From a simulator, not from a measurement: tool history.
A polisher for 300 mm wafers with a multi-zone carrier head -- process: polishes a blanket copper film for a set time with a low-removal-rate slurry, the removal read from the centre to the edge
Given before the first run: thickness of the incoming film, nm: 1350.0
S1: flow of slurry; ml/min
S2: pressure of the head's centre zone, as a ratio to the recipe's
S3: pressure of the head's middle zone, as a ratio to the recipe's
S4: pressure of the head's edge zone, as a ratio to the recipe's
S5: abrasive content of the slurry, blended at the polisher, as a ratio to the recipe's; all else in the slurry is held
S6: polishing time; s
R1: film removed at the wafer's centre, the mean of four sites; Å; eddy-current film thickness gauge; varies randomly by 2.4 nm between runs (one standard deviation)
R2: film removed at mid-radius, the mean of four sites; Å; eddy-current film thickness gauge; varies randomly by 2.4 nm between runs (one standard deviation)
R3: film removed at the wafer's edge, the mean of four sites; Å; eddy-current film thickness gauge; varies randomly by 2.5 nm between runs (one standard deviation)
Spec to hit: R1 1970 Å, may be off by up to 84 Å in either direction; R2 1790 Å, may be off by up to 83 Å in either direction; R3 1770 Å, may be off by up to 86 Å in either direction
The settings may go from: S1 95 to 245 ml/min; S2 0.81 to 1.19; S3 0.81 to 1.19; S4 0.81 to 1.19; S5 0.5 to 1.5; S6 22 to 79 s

run	day	S1	S2	S3	S4	S5	S6	R1	R2	R3
1	0	155	1	1	1	1	50	1551.3	1609.2	1585.7
2	0.196	165	1.03	1	1.01	1.05	50	1683.1	1583	1603
3	0.3	175	1.03	1.02	1.02	1.1	50	1713	1654.9	1652.2
4	0.429	185	1.04	1.03	1.03	1.15	50	1736.2	1701.6	1669.8
5	0.75	185	0.96	1.03	1.03	1.15	50	1621.6	1716.2	1679.5
6	1.062	185	0.96	1.03	1.03	1.15	40	1293.5	1371.4	1321.9
7	1.404	185	0.99	1.04	1.04	1.25	42	1402.2	1463.8	1446.5
8	1.683	190	1.03	1.05	1.04	1.3	43	1536	1540.7	1474.5

Exercise: of the 5 proposed moves below, exactly one satisfies all targets within the stated allowed misses. Which move is it?
A	1.962	125	0.83	0.89	1.19	1.1	45	?	?	?
B	1.962	160	1	1.08	0.92	1.2	52	?	?	?
C	1.962	195	1.04	1.12	0.97	1.45	48	?	?	?
D	1.962	205	1.01	1.1	0.98	1.3	49	?	?	?
E	1.962	200	1.09	1.03	1	0.85	56	?	?	?

move	R1	R2	R3
A	1159.2	1255.4	1548.4
B	1714.8	1799.9	1641.6
C	1767	1832.6	1649.3
D	1720.1	1808.4	1658.6
E	1927.6	1775.2	1742.6
A: the biggest miss grows against the last run
B: gains on the last run, yet a result remains outside its allowed miss
C: gains on the last run, yet a result remains outside its allowed miss
D: gains on the last run, yet a result remains outside its allowed miss
E: meets every target
So the answer is move E, the one that meets all the targets.

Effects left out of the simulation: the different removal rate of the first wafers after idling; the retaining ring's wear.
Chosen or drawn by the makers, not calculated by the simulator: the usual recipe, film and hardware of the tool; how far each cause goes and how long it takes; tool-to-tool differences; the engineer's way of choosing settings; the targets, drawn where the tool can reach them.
